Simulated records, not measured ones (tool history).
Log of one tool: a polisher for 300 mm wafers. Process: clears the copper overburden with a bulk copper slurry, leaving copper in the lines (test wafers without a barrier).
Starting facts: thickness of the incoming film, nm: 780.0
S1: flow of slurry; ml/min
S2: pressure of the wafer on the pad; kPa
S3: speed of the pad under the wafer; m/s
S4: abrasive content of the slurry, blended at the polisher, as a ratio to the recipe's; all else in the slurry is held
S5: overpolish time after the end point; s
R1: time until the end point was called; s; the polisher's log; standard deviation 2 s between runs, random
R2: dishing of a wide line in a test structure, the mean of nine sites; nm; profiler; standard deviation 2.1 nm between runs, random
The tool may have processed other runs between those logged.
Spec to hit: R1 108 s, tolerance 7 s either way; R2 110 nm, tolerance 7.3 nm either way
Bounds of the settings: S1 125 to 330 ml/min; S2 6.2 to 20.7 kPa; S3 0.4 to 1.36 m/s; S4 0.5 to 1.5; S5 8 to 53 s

run	hour	S1	S2	S3	S4	S5	R1	R2
1	0	210	13.1	0.88	1	27	168.45	65.633
2	2.8	210	13.1	0.88	1.1	27	159.81	68.423
3	5.8	210	13.1	0.88	1.25	27	150.96	72.021
4	12.7	210	13.8	0.88	1.25	28	149.26	77.155
5	13.7	210	14.5	0.88	1.25	28	136.21	77.04
6	18.4	210	14.5	0.88	1.25	29	136.81	74.785
7	25.1	210	14.5	0.9	1.25	31	141.77	84.869
8	27.6	210	18.6	0.92	1.25	32	109.64	95.026

Exercise: of the 5 proposed moves below, exactly one satisfies all targets within the stated allowed misses. Which move is it?
A	30.1	205	20	0.86	1.25	24	?	?
B	30.1	190	20.7	0.88	1.4	24	?	?
C	30.1	220	19.3	0.88	1.25	29	?	?
D	30.1	235	17.9	0.88	1.15	25	?	?
E	30.1	205	20.7	0.86	1.5	37	?	?

move	R1	R2
A	115.19	83.035
B	107.16	87.061
C	114.9	92.053
D	123.96	80.217
E	106.41	108.43
A: lands further from the targets than the last run did
B: lands further from the targets than the last run did
C: lands further from the targets than the last run did
D: lands further from the targets than the last run did
E: hits every target within its allowed miss
Correct choice: E, which meets every target
